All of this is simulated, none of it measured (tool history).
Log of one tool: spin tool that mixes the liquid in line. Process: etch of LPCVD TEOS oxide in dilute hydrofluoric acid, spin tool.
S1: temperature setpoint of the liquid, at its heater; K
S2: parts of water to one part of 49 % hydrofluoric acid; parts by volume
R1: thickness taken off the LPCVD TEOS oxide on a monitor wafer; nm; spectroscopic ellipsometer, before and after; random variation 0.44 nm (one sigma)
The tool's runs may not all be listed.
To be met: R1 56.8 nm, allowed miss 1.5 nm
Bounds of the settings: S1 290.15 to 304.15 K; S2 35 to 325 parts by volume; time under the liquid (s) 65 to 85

Run 1, hour 0: S1 296.15 K, S2 180 parts by volume, time under the liquid (s) 85. Result: R1 23.261 nm.
Run 2, hour 5.1: S1 296.15 K, S2 245 parts by volume, time under the liquid (s) 85. Result: R1 16.036 nm.
Run 3, hour 8.9: S1 298.15 K, S2 205 parts by volume, time under the liquid (s) 85. Result: R1 21.73 nm.
Run 4, hour 17.8: S1 299.65 K, S2 175 parts by volume, time under the liquid (s) 85. Result: R1 28.067 nm.
Run 5, hour 19.4: S1 297.15 K, S2 175 parts by volume, time under the liquid (s) 85. Result: R1 25.087 nm.
Run 6, hour 22.8: S1 297.15 K, S2 120 parts by volume, time under the liquid (s) 85. Result: R1 38.646 nm.
Run 7, hour 26.6: S1 298.65 K, S2 115 parts by volume, time under the liquid (s) 85. Result: R1 43.658 nm.
Run 8, hour 34.7: S1 300.15 K, S2 115 parts by volume, time under the liquid (s) 85. Result: R1 45.963 nm.
Run 9, hour 40.2: S1 301.15 K, S2 115 parts by volume, time under the liquid (s) 85. Result: R1 48.32 nm.
Run 10, hour 43.6: S1 301.65 K, S2 115 parts by volume, time under the liquid (s) 85. Result: R1 48.369 nm.
Run 11, hour 49.4: S1 304.15 K, S2 100 parts by volume, time under the liquid (s) 85. Result: R1 62.843 nm.
Run 12, hour 56.8: S1 303.65 K, S2 100 parts by volume, time under the liquid (s) 85. Result: R1 61.766 nm.

Which of these 5 next moves meets every target?
Run A, hour 64.2: S1 302.65 K, S2 105 parts by volume, time under the liquid (s) 85. Result: R1 ?.
Run B, hour 64.2: S1 303.15 K, S2 100 parts by volume, time under the liquid (s) 85. Result: R1 ?.
Run C, hour 64.2: S1 304.15 K, S2 105 parts by volume, time under the liquid (s) 75. Result: R1 ?.
Run D, hour 64.2: S1 303.15 K, S2 90 parts by volume, time under the liquid (s) 85. Result: R1 ?.
Run E, hour 64.2: S1 304.15 K, S2 110 parts by volume, time under the liquid (s) 80. Result: R1 ?.

move      R1
   A   56.29
   B  60.646
   C  52.521
   D  68.352
   E  53.095
A: meets every target
B: nearer than the last run, and not there yet
C: takes the result that was furthest off past its target
D: further off than the last run
E: takes the result that was furthest off past its target
Answer: A
